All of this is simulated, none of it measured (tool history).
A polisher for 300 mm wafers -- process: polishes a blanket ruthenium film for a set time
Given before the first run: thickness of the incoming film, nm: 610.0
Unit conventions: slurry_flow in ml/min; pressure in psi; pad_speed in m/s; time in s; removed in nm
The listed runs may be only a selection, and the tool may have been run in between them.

| run | hour | slurry_flow | pressure | pad_speed | time | removed |
|---|---|---|---|---|---|---|
| 1 | 0 | 215 | 1.6 | 1 | 104 | 99.29 |
| 2 | 5.7 | 215 | 1.6 | 0.76 | 104 | 82.555 |
| 3 | 10.2 | 170 | 1.6 | 0.76 | 104 | 79.784 |
| 4 | 14.4 | 170 | 1.6 | 0.62 | 104 | 71.01 |
| 5 | 18.5 | 150 | 1.6 | 0.62 | 104 | 68.303 |
| 6 | 22.1 | 170 | 1.7 | 0.62 | 104 | 73.306 |
| 7 | 22.7 | 180 | 1.9 | 0.62 | 104 | 80.056 |
| 8 | 29.9 | 190 | 2 | 0.64 | 104 | 84.18 |
| 9 | 37.8 | 195 | 2.1 | 0.66 | 104 | 88.55 |
| 10 | 45.4 | 200 | 2.2 | 0.68 | 104 | 93.401 |
| 11 | 50.3 | 200 | 2.3 | 0.7 | 104 | 99.231 |
| 12 | 58 | 200 | 2.4 | 0.72 | 104 | 103.34 |

Run 13 has not been measured yet. What should we expect?
| 13 | 63.3 | 205 | 2.4 | 0.74 | 104 | ? |

{"run 13": {"removed": 104.75}}
